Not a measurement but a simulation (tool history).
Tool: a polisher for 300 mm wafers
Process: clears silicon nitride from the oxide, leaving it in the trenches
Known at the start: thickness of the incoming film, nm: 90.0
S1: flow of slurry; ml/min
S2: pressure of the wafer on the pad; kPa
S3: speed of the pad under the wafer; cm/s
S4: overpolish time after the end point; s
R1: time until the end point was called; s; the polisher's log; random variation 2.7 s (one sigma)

run 1 hour=0.0 | S1=170 S2=23.4 S3=114 S4=4 | R1=85.690
run 2 hour=4.8 | S1=170 S2=23.4 S3=100 S4=4 | R1=95.077
run 3 hour=12.4 | S1=170 S2=22.1 S3=100 S4=4 | R1=101.850
run 4 hour=16.8 | S1=170 S2=22.1 S3=118 S4=4 | R1=89.541
run 5 hour=20.8 | S1=170 S2=22.1 S3=136 S4=4 | R1=76.372
run 6 hour=27.4 | S1=170 S2=20.7 S3=132 S4=4 | R1=82.148
run 7 hour=30.8 | S1=170 S2=19.3 S3=128 S4=4 | R1=90.048

Forecast run 8:
run 8 hour=32.7 | S1=170 S2=18.6 S3=124 S4=4 | R1=?

R1: 94.576 s
